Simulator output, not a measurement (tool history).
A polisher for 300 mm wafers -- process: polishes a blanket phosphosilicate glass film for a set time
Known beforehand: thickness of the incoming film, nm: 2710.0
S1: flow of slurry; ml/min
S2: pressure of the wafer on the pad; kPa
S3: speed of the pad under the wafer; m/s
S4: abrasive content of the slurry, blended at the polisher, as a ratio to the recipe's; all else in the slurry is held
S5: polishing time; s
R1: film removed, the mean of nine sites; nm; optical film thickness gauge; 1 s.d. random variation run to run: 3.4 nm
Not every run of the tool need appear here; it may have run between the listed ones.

Run 1, day 0: S1 225 ml/min, S2 24.8 kPa, S3 1.04 m/s, S4 1, S5 55 s. Result: R1 576.56 nm.
Run 2, day 0.058: S1 180 ml/min, S2 24.8 kPa, S3 1.04 m/s, S4 1, S5 55 s. Result: R1 579.46 nm.
Run 3, day 0.242: S1 155 ml/min, S2 24.8 kPa, S3 1.04 m/s, S4 1, S5 55 s. Result: R1 557.74 nm.
Run 4, day 0.283: S1 135 ml/min, S2 24.8 kPa, S3 1.04 m/s, S4 1, S5 55 s. Result: R1 547.03 nm.
Run 5, day 0.442: S1 135 ml/min, S2 24.8 kPa, S3 1.04 m/s, S4 1, S5 50 s. Result: R1 493.16 nm.
Run 6, day 0.575: S1 135 ml/min, S2 24.8 kPa, S3 1.04 m/s, S4 0.8, S5 50 s. Result: R1 451.87 nm.
Run 7, day 0.767: S1 135 ml/min, S2 22.8 kPa, S3 1.04 m/s, S4 0.8, S5 50 s. Result: R1 427.31 nm.
Run 8, day 1.062: S1 135 ml/min, S2 20.7 kPa, S3 1.04 m/s, S4 0.8, S5 50 s. Result: R1 387.94 nm.
Run 9, day 1.142: S1 135 ml/min, S2 19.3 kPa, S3 1.04 m/s, S4 0.8, S5 50 s. Result: R1 369.18 nm.
Run 10, day 1.492: S1 135 ml/min, S2 17.9 kPa, S3 1.04 m/s, S4 0.8, S5 50 s. Result: R1 337.14 nm.
Run 11, day 1.662: S1 135 ml/min, S2 17.9 kPa, S3 1.04 m/s, S4 0.8, S5 50 s. Result: R1 342.89 nm.
Run 12, day 1.867: S1 135 ml/min, S2 17.2 kPa, S3 1.04 m/s, S4 0.8, S5 50 s. Result: R1 324.12 nm.
Run 13, day 1.908: S1 135 ml/min, S2 16.5 kPa, S3 1.04 m/s, S4 0.8, S5 50 s. Result: R1 323.81 nm.

The next listed run, before its measurement:
Run 14, day 1.992: S1 135 ml/min, S2 15.9 kPa, S3 1.04 m/s, S4 0.8, S5 50 s. Result: R1 ?.

R1: 305.58 nm
